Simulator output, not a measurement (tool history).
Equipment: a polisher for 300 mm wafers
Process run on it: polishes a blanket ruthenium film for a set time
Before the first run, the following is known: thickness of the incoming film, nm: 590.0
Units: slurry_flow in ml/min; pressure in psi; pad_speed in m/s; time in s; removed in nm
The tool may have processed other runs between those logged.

{"run": 1, "day": 0.0, "slurry_flow": 160, "pressure": 2.4, "pad_speed": 0.76, "time": 60, "removed": 60.14}
{"run": 2, "day": 0.042, "slurry_flow": 160, "pressure": 2.4, "pad_speed": 0.76, "time": 60, "removed": 59.63}
{"run": 3, "day": 0.212, "slurry_flow": 160, "pressure": 2.6, "pad_speed": 0.76, "time": 60, "removed": 66.184}
{"run": 4, "day": 0.521, "slurry_flow": 160, "pressure": 2.6, "pad_speed": 0.76, "time": 54, "removed": 58.539}
{"run": 5, "day": 0.888, "slurry_flow": 160, "pressure": 2.6, "pad_speed": 0.64, "time": 54, "removed": 48.697}
{"run": 6, "day": 1.121, "slurry_flow": 160, "pressure": 2.8, "pad_speed": 0.68, "time": 54, "removed": 56.654}
{"run": 7, "day": 1.492, "slurry_flow": 160, "pressure": 3.0, "pad_speed": 0.7, "time": 54, "removed": 61.557}
{"run": 8, "day": 1.842, "slurry_flow": 160, "pressure": 3.1, "pad_speed": 0.72, "time": 54, "removed": 65.565}

Estimate the outcome of run 9 from the log above:
{"run": 9, "day": 1.938, "slurry_flow": 160, "pressure": 3.2, "pad_speed": 0.74, "time": 54, "removed": "?"}

Run 9 measured removed 72.041 nm.

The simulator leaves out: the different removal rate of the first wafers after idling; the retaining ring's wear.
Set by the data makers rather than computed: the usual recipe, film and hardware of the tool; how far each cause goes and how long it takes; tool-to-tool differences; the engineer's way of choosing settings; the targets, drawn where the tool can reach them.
